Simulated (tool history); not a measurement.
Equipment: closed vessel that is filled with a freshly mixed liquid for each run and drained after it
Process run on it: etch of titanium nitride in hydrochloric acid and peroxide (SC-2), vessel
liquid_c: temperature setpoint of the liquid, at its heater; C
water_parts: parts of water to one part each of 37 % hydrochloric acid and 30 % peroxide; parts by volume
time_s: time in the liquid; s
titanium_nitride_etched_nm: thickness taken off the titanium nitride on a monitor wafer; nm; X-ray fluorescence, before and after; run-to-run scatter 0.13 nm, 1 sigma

run 1 hour=0 | liquid_c=50 water_parts=10.5 time_s=3100 | titanium_nitride_etched_nm=71.227
run 2 hour=6.6 | liquid_c=48 water_parts=10.5 time_s=3100 | titanium_nitride_etched_nm=62.136
run 3 hour=13.9 | liquid_c=48 water_parts=9 time_s=3100 | titanium_nitride_etched_nm=69.929
run 4 hour=20.3 | liquid_c=46 water_parts=9 time_s=3100 | titanium_nitride_etched_nm=61.409
run 5 hour=21.2 | liquid_c=46 water_parts=12.5 time_s=3100 | titanium_nitride_etched_nm=46.599
run 6 hour=23.2 | liquid_c=46 water_parts=12.5 time_s=3100 | titanium_nitride_etched_nm=46.545
run 7 hour=30.2 | liquid_c=45 water_parts=12.5 time_s=3100 | titanium_nitride_etched_nm=43.406

What does the tool deliver on the next run?
run 8 hour=36.6 | liquid_c=44 water_parts=12.5 time_s=3100 | titanium_nitride_etched_nm=?

Run 8 measured titanium_nitride_etched_nm 40.551 nm.

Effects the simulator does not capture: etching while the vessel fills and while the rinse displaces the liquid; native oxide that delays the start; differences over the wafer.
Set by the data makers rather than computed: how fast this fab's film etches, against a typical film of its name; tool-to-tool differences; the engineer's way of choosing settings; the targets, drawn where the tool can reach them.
